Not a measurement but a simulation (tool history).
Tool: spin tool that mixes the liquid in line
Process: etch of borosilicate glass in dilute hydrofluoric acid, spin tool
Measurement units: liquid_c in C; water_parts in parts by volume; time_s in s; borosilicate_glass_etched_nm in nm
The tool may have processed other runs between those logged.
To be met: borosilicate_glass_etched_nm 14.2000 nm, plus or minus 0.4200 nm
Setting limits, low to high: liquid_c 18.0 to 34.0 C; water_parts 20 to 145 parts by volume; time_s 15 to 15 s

run	day	liquid_c	water_parts	time_s	borosilicate_glass_etched_nm
1	0.000	26.0	80	15	5.3172
2	0.196	26.0	80	15	5.3103
3	0.292	26.0	80	15	5.3759
4	0.638	28.5	65	15	7.2853
5	0.758	28.5	65	15	7.3919
6	0.971	28.5	80	15	5.7855
7	1.258	30.0	65	15	7.8653
8	1.533	34.0	35	15	17.7700
9	1.579	33.0	35	15	16.9010
10	1.825	32.0	35	15	16.2400
11	2.158	31.0	35	15	15.8520
12	2.429	30.0	35	15	15.1760
13	2.458	29.5	35	15	14.8110

Exactly one of the 4 candidate moves below puts every result within its allowed miss. Which one?
A	2.488	26.5	30	15	?
B	2.488	30.0	35	15	?
C	2.488	27.5	30	15	?
D	2.488	28.5	35	15	?

move	borosilicate_glass_etched_nm
A	15.4580
B	15.1500
C	16.1040
D	14.2670
A: moves away from the targets compared with the last run
B: moves away from the targets compared with the last run
C: moves away from the targets compared with the last run
D: every result within its allowed miss
So the answer is move D, the one that meets all the targets.
